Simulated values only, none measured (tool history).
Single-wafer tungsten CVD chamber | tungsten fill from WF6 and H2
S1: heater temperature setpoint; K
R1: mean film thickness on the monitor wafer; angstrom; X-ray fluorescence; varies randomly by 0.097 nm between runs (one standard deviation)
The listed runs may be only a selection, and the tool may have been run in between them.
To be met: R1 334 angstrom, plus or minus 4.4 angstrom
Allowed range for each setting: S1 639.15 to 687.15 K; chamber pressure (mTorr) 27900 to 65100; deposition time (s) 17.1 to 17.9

Run 1, hour 0: S1 663.15 K, chamber pressure (mTorr) 46500, deposition time (s) 17.9. Result: R1 550.99 angstrom.
Run 2, hour 3.5: S1 655.15 K, chamber pressure (mTorr) 45200, deposition time (s) 17.9. Result: R1 470.12 angstrom.
Run 3, hour 8.4: S1 655.15 K, chamber pressure (mTorr) 45200, deposition time (s) 17.9. Result: R1 466.22 angstrom.
Run 4, hour 14.6: S1 655.15 K, chamber pressure (mTorr) 45200, deposition time (s) 17.1. Result: R1 447.04 angstrom.
Run 5, hour 15.8: S1 655.15 K, chamber pressure (mTorr) 45200, deposition time (s) 17.1. Result: R1 445.94 angstrom.
Run 6, hour 21.1: S1 650.15 K, chamber pressure (mTorr) 45100, deposition time (s) 17.1. Result: R1 405.69 angstrom.
Run 7, hour 26: S1 647.15 K, chamber pressure (mTorr) 45000, deposition time (s) 17.1. Result: R1 383.59 angstrom.
Run 8, hour 31.2: S1 645.15 K, chamber pressure (mTorr) 45000, deposition time (s) 17.1. Result: R1 366.99 angstrom.
Run 9, hour 37.6: S1 643.15 K, chamber pressure (mTorr) 45000, deposition time (s) 17.1. Result: R1 350.69 angstrom.
At hour 43.6: thermocouple changed; heater temperature recalibrated.
Run 10, hour 43.6: S1 642.15 K, chamber pressure (mTorr) 45000, deposition time (s) 17.1. Result: R1 314.21 angstrom.

Which single option among these 5 for the next run brings every result within its allowed miss of target? Just one does.
Run A, hour 49.6: S1 641.15 K, chamber pressure (mTorr) 42900, deposition time (s) 17.1. Result: R1 ?.
Run B, hour 49.6: S1 648.15 K, chamber pressure (mTorr) 28100, deposition time (s) 17.9. Result: R1 ?.
Run C, hour 49.6: S1 644.15 K, chamber pressure (mTorr) 47100, deposition time (s) 17.1. Result: R1 ?.
Run D, hour 49.6: S1 642.15 K, chamber pressure (mTorr) 48100, deposition time (s) 17.1. Result: R1 ?.
Run E, hour 49.6: S1 647.15 K, chamber pressure (mTorr) 38100, deposition time (s) 17.1. Result: R1 ?.

move      R1
   A  299.61
   B  295.87
   C  332.84
   D  322.53
   E  320.48
A: lands further from the targets than the last run did
B: lands further from the targets than the last run did
C: every result lands within tolerance
D: nearer the targets than the last run, but a result is still out of spec
E: nearer the targets than the last run, but a result is still out of spec
Correct choice: C, which meets every target
